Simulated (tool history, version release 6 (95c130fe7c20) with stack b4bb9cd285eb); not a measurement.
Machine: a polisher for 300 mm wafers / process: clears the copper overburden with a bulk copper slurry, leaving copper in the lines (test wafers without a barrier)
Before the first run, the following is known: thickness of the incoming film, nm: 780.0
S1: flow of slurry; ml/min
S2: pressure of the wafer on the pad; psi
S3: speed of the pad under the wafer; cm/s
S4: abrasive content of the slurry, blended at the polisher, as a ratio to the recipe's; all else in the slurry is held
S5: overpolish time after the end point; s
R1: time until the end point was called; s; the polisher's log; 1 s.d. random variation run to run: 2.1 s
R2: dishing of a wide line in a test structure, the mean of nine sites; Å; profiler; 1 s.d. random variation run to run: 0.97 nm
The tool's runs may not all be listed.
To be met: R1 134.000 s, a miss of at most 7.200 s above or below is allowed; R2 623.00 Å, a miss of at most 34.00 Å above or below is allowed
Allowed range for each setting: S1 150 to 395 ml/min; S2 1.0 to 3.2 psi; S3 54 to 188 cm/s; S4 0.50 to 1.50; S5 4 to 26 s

run	hour	S1	S2	S3	S4	S5	R1	R2
1	0.0	250	2.1	120	1.00	13	81.758	633.57
2	0.6	250	1.7	120	1.00	13	98.620	558.33
3	8.1	250	1.6	118	1.00	14	103.430	549.87
4	16.5	250	1.6	88	1.00	14	136.550	470.85
5	21.4	250	1.6	88	1.00	10	133.320	365.57
6	29.0	250	1.3	88	1.00	10	155.300	323.69
7	34.7	250	1.4	88	1.00	12	149.670	391.35
8	41.4	250	1.5	88	1.00	13	140.340	425.89
9	43.5	250	1.5	88	1.00	14	137.510	455.94
10	45.4	250	1.5	88	1.00	15	143.860	484.57
11	51.8	250	1.5	88	1.00	16	137.960	497.65
12	54.1	250	1.5	88	1.00	17	142.240	519.64
13	56.6	250	1.5	88	1.00	17	143.560	502.91
14	60.2	250	1.5	88	1.00	18	146.650	536.77
15	62.2	250	1.6	88	1.00	19	135.240	578.41

4 next moves are on the table. One of them brings every result within its allowed miss. Which?
A	64.2	210	1.4	104	1.05	18	?	?
B	64.2	250	1.6	88	0.95	17	?	?
C	64.2	230	1.7	84	0.90	21	?	?
D	64.2	210	1.6	102	0.70	15	?	?

move	R1	R2
A	130.070	554.16
B	132.960	539.37
C	133.730	614.69
D	125.240	517.62
A: further off than the last run
B: further off than the last run
C: each result inside its tolerance
D: further off than the last run
Answer: C

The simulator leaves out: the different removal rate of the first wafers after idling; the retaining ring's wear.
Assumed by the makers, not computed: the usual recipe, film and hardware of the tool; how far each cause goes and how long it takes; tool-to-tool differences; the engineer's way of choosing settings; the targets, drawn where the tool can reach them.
